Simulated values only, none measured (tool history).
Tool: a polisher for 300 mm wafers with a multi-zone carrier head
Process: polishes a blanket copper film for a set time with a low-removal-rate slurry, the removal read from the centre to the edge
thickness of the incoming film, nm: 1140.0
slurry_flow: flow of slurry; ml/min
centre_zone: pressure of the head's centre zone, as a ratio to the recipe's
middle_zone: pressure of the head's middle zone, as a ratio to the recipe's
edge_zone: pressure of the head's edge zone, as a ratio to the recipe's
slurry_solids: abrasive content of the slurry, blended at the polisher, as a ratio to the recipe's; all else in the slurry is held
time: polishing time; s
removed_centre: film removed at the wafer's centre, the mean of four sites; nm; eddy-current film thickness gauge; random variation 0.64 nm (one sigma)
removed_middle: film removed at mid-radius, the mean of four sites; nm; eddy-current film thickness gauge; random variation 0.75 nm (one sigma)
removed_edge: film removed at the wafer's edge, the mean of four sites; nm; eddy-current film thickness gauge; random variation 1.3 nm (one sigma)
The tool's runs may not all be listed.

run  hour  slurry_flow  centre_zone  middle_zone  edge_zone  slurry_solids  time  removed_centre  removed_middle  removed_edge
  1   0.0          145         1.00         1.00       1.00           1.00    48         132.860         135.590        134.23
  2   8.4          145         1.00         1.00       0.95           1.00    48         133.010         136.960        131.20
  3  10.4          130         0.95         0.96       0.93           0.85    46         115.280         118.730        114.93
  4  12.7          120         0.91         0.94       0.96           0.75    45         100.400         110.020        111.97
  5  20.4          145         0.91         0.94       0.96           0.75    45         105.750         114.210        112.55
  6  23.5          130         0.88         0.90       0.94           0.70    45          97.443         103.380        106.66
  7  29.4          120         0.86         0.89       0.92           0.65    45          91.203          98.716        100.93

The next listed run, before its measurement:
  8  35.4          110         0.85         0.88       0.92           0.65    45               ?               ?             ?

Run 8 gave removed_centre 89.794 nm, removed_middle 97.253 nm, removed_edge 104.44 nm.

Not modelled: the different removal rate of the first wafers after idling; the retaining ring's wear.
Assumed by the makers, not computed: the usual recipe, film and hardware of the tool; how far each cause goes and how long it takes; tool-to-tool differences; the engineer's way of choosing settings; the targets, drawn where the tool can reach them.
